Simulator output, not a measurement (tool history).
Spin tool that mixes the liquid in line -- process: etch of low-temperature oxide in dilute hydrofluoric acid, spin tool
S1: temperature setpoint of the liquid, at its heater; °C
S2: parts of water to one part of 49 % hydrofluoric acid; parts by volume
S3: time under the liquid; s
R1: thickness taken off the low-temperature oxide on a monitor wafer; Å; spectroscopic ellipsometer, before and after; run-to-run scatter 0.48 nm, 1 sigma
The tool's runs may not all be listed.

{"run": 1, "hour": 0.0, "S1": 25, "S2": 140, "S3": 270, "R1": 359.73}
{"run": 2, "hour": 2.1, "S1": 25, "S2": 140, "S3": 270, "R1": 354.66}
{"run": 3, "hour": 8.2, "S1": 26.5, "S2": 140, "S3": 270, "R1": 380.12}
{"run": 4, "hour": 8.9, "S1": 26.5, "S2": 165, "S3": 270, "R1": 311.06}
{"run": 5, "hour": 13.1, "S1": 29, "S2": 165, "S3": 270, "R1": 337.34}
{"run": 6, "hour": 20.0, "S1": 29, "S2": 145, "S3": 270, "R1": 403.7}

Run 7 comes next. What will it give?
{"run": 7, "hour": 25.5, "S1": 30, "S2": 140, "S3": 270, "R1": "?"}

Run 7 measured R1 428.99 Å.
